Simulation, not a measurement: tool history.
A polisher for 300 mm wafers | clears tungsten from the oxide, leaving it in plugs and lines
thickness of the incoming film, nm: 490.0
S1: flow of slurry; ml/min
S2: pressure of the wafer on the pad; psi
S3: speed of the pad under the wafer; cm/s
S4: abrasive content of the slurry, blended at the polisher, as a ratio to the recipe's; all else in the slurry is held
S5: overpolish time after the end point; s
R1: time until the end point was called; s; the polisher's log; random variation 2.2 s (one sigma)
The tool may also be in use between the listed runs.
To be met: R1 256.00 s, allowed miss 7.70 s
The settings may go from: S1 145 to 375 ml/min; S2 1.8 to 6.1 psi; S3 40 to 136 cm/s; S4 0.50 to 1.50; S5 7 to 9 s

run	hour	S1	S2	S3	S4	S5	R1
1	0.0	240	3.9	88	1.00	9	142.97
2	1.4	240	3.0	88	1.00	9	175.78
3	8.2	240	3.0	88	1.10	9	171.75
4	13.6	240	3.0	88	1.20	9	165.57
5	16.3	240	2.7	86	1.20	9	184.62
6	24.0	240	2.7	86	1.00	9	194.79
7	25.4	240	2.5	86	1.00	9	205.22
8	29.7	240	2.3	86	1.00	9	222.55
9	33.3	240	2.2	86	1.00	9	224.18
10	37.0	240	2.1	86	1.00	9	233.65
11	45.0	240	2.0	86	1.00	9	240.80

Which of these 5 next moves meets every target?
A	53.0	285	2.5	80	0.95	9	?
B	53.0	285	2.0	94	1.05	7	?
C	53.0	250	2.3	80	0.80	9	?
D	53.0	230	2.3	100	0.55	9	?
E	53.0	255	2.2	88	0.95	9	?

move	R1
A	218.07
B	211.71
C	249.04
D	212.87
E	220.43
A: further off than the last run
B: further off than the last run
C: meets every target
D: further off than the last run
E: further off than the last run
Move C is the one to make.
